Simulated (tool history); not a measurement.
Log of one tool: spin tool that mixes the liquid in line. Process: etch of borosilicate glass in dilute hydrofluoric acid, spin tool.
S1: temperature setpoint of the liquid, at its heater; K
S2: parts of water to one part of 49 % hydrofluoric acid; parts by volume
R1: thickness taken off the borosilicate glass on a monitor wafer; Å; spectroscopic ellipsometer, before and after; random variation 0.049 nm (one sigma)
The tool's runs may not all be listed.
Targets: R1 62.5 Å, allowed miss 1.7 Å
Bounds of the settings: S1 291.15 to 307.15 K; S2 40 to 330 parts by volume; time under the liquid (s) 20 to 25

{"run": 1, "hour": 0.0, "S1": 299.15, "S2": 185, "time under the liquid (s)": 25, "R1": 24.077}
{"run": 2, "hour": 8.5, "S1": 301.65, "S2": 150, "time under the liquid (s)": 25, "R1": 33.167}
{"run": 3, "hour": 9.8, "S1": 303.15, "S2": 125, "time under the liquid (s)": 25, "R1": 43.783}
{"run": 4, "hour": 13.0, "S1": 304.65, "S2": 115, "time under the liquid (s)": 25, "R1": 51.154}
{"run": 5, "hour": 17.8, "S1": 305.65, "S2": 110, "time under the liquid (s)": 25, "R1": 55.681}
{"run": 6, "hour": 25.3, "S1": 305.65, "S2": 165, "time under the liquid (s)": 25, "R1": 34.663}
{"run": 7, "hour": 30.6, "S1": 307.15, "S2": 95, "time under the liquid (s)": 25, "R1": 69.082}
{"run": 8, "hour": 32.9, "S1": 306.65, "S2": 95, "time under the liquid (s)": 25, "R1": 68.748}
{"run": 9, "hour": 39.5, "S1": 306.15, "S2": 95, "time under the liquid (s)": 25, "R1": 68.333}
{"run": 10, "hour": 46.9, "S1": 305.65, "S2": 95, "time under the liquid (s)": 25, "R1": 65.79}
{"run": 11, "hour": 47.7, "S1": 305.15, "S2": 95, "time under the liquid (s)": 25, "R1": 65.36}

Which of these 5 next moves meets every target?
{"run": "A", "hour": 48.5, "S1": 307.15, "S2": 110, "time under the liquid (s)": 25, "R1": "?"}
{"run": "B", "hour": 48.5, "S1": 304.65, "S2": 100, "time under the liquid (s)": 25, "R1": "?"}
{"run": "C", "hour": 48.5, "S1": 305.65, "S2": 100, "time under the liquid (s)": 25, "R1": "?"}
{"run": "D", "hour": 48.5, "S1": 304.15, "S2": 100, "time under the liquid (s)": 25, "R1": "?"}
{"run": "E", "hour": 48.5, "S1": 304.65, "S2": 85, "time under the liquid (s)": 20, "R1": "?"}

move=A R1=59.387
move=B R1=60.545
move=C R1=62.814
move=D R1=59.433
move=E R1=58.264
A: takes the result that was furthest off past its target
B: takes the result that was furthest off past its target
C: meets every target
D: takes the result that was furthest off past its target
E: takes the result that was furthest off past its target
Move C is the one to make.

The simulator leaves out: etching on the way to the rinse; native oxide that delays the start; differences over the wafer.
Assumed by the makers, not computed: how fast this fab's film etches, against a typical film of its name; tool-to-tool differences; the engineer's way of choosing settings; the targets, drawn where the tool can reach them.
